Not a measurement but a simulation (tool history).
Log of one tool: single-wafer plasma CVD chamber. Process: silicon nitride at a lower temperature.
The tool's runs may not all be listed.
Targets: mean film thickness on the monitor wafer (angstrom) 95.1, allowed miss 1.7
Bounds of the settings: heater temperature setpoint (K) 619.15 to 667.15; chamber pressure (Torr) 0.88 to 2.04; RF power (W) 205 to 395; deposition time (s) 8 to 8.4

| run | hour | heater temperature setpoint (K) | chamber pressure (Torr) | RF power (W) | deposition time (s) | mean film thickness on the monitor wafer (angstrom) |
|---|---|---|---|---|---|---|
| 1 | 0 | 643.15 | 1.46 | 300 | 8.4 | 84.133 |
| 2 | 6.8 | 637.15 | 1.46 | 300 | 8.4 | 84.303 |
| 3 | 15.5 | 637.15 | 1.46 | 300 | 8.4 | 84.216 |
| 4 | 18.2 | 637.15 | 1.53 | 300 | 8.4 | 85.867 |
| 5 | 19.5 | 637.15 | 1.58 | 300 | 8.4 | 87.472 |
| 6 | 22.7 | 637.15 | 1.62 | 300 | 8.4 | 87.098 |
| 7 | 25.1 | 637.15 | 1.67 | 300 | 8.4 | 88.323 |
| 8 | 27.5 | 637.15 | 1.71 | 300 | 8.4 | 89.061 |

4 next moves are on the table. One of them brings every result within its allowed miss. Which?
| A | 29.9 | 661.15 | 1.78 | 340 | 8.4 | ? |
| B | 29.9 | 639.15 | 1.51 | 375 | 8.2 | ? |
| C | 29.9 | 632.15 | 1.84 | 335 | 8.1 | ? |
| D | 29.9 | 629.15 | 1.68 | 350 | 8.3 | ? |

| move | mean film thickness on the monitor wafer (angstrom) |
|---|---|
| A | 97.936 |
| B | 98.17 |
| C | 95.704 |
| D | 98.425 |
A: takes the result that was furthest off past its target
B: takes the result that was furthest off past its target
C: meets every target
D: takes the result that was furthest off past its target
The right move is C.
